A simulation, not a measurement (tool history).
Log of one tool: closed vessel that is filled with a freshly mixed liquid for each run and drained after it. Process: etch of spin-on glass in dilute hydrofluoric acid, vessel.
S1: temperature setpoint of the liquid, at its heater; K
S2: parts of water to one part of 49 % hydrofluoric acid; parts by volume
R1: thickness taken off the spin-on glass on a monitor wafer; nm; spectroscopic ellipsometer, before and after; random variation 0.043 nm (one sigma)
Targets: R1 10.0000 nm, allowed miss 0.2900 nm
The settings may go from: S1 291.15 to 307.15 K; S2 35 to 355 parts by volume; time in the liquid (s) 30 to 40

Run 1, hour 0.0: S1 299.15 K, S2 195 parts by volume, time in the liquid (s) 40. Result: R1 8.4121 nm.
Run 2, hour 2.3: S1 299.15 K, S2 195 parts by volume, time in the liquid (s) 40. Result: R1 8.4155 nm.
Run 3, hour 7.7: S1 299.15 K, S2 195 parts by volume, time in the liquid (s) 40. Result: R1 8.4212 nm.
Run 4, hour 16.9: S1 300.65 K, S2 195 parts by volume, time in the liquid (s) 40. Result: R1 8.9478 nm.
Run 5, hour 18.4: S1 301.65 K, S2 195 parts by volume, time in the liquid (s) 40. Result: R1 9.2043 nm.
Run 6, hour 25.1: S1 300.15 K, S2 195 parts by volume, time in the liquid (s) 40. Result: R1 8.7444 nm.
Run 7, hour 28.0: S1 301.15 K, S2 195 parts by volume, time in the liquid (s) 40. Result: R1 9.0903 nm.
Run 8, hour 34.8: S1 301.65 K, S2 195 parts by volume, time in the liquid (s) 40. Result: R1 9.1434 nm.

4 next moves are on the table. One of them brings every result within its allowed miss. Which?
Run A, hour 41.6: S1 301.65 K, S2 175 parts by volume, time in the liquid (s) 40. Result: R1 ?.
Run B, hour 41.6: S1 300.15 K, S2 195 parts by volume, time in the liquid (s) 40. Result: R1 ?.
Run C, hour 41.6: S1 299.15 K, S2 170 parts by volume, time in the liquid (s) 40. Result: R1 ?.
Run D, hour 41.6: S1 304.15 K, S2 185 parts by volume, time in the liquid (s) 40. Result: R1 ?.

move       R1
   A  10.4600
   B   8.6867
   C   9.8910
   D  10.6700
A: takes the result that was furthest off past its target
B: further off than the last run
C: meets every target
D: takes the result that was furthest off past its target
Move C is the one to make.

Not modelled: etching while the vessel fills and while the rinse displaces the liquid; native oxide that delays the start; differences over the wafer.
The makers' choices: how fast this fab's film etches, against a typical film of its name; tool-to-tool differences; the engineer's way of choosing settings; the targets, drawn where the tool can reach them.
